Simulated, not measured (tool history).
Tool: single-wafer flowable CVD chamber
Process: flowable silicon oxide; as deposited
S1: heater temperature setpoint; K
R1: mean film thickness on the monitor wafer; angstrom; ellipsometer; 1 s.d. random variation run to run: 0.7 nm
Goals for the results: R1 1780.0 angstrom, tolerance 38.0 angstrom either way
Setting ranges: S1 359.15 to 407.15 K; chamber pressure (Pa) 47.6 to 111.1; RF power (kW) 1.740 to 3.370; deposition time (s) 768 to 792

{"run": 1, "hour": 0.0, "S1": 383.15, "chamber pressure (Pa)": 79.3, "RF power (kW)": 2.555, "deposition time (s)": 768, "R1": 2227.8}
{"run": 2, "hour": 5.1, "S1": 390.15, "chamber pressure (Pa)": 79.3, "RF power (kW)": 2.555, "deposition time (s)": 768, "R1": 1831.3}
{"run": 3, "hour": 6.8, "S1": 390.15, "chamber pressure (Pa)": 79.3, "RF power (kW)": 2.69, "deposition time (s)": 768, "R1": 1842.0}
{"run": 4, "hour": 9.4, "S1": 390.15, "chamber pressure (Pa)": 89.1, "RF power (kW)": 2.69, "deposition time (s)": 768, "R1": 2060.9}
{"run": 5, "hour": 15.9, "S1": 394.15, "chamber pressure (Pa)": 89.1, "RF power (kW)": 2.69, "deposition time (s)": 768, "R1": 1864.2}
{"run": 6, "hour": 21.5, "S1": 389.15, "chamber pressure (Pa)": 89.1, "RF power (kW)": 2.69, "deposition time (s)": 768, "R1": 2103.6}
{"run": 7, "hour": 22.7, "S1": 390.15, "chamber pressure (Pa)": 89.1, "RF power (kW)": 2.69, "deposition time (s)": 768, "R1": 2043.7}
{"run": 8, "hour": 29.5, "S1": 391.15, "chamber pressure (Pa)": 89.1, "RF power (kW)": 2.69, "deposition time (s)": 768, "R1": 1990.1}
{"run": 9, "hour": 30.4, "S1": 392.15, "chamber pressure (Pa)": 89.1, "RF power (kW)": 2.69, "deposition time (s)": 768, "R1": 1966.6}
{"run": 10, "hour": 33.5, "S1": 393.15, "chamber pressure (Pa)": 89.1, "RF power (kW)": 2.69, "deposition time (s)": 768, "R1": 1901.6}
{"run": 11, "hour": 40.1, "S1": 394.15, "chamber pressure (Pa)": 89.1, "RF power (kW)": 2.69, "deposition time (s)": 768, "R1": 1838.7}
{"run": 12, "hour": 45.9, "S1": 394.15, "chamber pressure (Pa)": 89.1, "RF power (kW)": 2.69, "deposition time (s)": 768, "R1": 1859.3}

Which one of the following 4 next-run settings gets every result inside its allowed miss? There is exactly one.
{"run": "A", "hour": 51.7, "S1": 394.15, "chamber pressure (Pa)": 81.6, "RF power (kW)": 3.25, "deposition time (s)": 792, "R1": "?"}
{"run": "B", "hour": 51.7, "S1": 391.15, "chamber pressure (Pa)": 83.5, "RF power (kW)": 2.635, "deposition time (s)": 768, "R1": "?"}
{"run": "C", "hour": 51.7, "S1": 390.15, "chamber pressure (Pa)": 84.8, "RF power (kW)": 3.275, "deposition time (s)": 768, "R1": "?"}
{"run": "D", "hour": 51.7, "S1": 394.15, "chamber pressure (Pa)": 92.7, "RF power (kW)": 2.7, "deposition time (s)": 768, "R1": "?"}

move=A R1=1780.0
move=B R1=1876.0
move=C R1=1994.4
move=D R1=1919.8
A: every result lands within tolerance
B: further off than the last run
C: further off than the last run
D: further off than the last run
Move A is the one to make.

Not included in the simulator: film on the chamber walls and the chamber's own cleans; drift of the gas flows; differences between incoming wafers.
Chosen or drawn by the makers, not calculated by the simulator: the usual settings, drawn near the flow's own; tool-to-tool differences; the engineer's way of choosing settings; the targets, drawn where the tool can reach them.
